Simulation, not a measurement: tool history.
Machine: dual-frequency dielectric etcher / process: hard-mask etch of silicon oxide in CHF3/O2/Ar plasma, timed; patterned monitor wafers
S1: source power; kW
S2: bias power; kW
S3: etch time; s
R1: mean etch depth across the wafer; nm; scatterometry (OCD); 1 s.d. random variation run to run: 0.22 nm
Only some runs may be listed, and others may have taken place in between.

Run 1, day 0: S1 0.89 kW, S2 0.154 kW, S3 20 s. Result: R1 42.424 nm.
Run 2, day 0.179: S1 0.89 kW, S2 0.154 kW, S3 21 s. Result: R1 45.3 nm.
Run 3, day 0.325: S1 0.89 kW, S2 0.154 kW, S3 21 s. Result: R1 44.77 nm.
Run 4, day 0.567: S1 0.89 kW, S2 0.154 kW, S3 21 s. Result: R1 44.936 nm.
Run 5, day 0.762: S1 0.82 kW, S2 0.151 kW, S3 21 s. Result: R1 43.373 nm.
Run 6, day 0.825: S1 0.82 kW, S2 0.151 kW, S3 21 s. Result: R1 43.846 nm.

Run 7 comes next. What will it give?
Run 7, day 1.121: S1 0.78 kW, S2 0.144 kW, S3 21 s. Result: R1 ?.

For run 7 the tool returned R1 42.366 nm.

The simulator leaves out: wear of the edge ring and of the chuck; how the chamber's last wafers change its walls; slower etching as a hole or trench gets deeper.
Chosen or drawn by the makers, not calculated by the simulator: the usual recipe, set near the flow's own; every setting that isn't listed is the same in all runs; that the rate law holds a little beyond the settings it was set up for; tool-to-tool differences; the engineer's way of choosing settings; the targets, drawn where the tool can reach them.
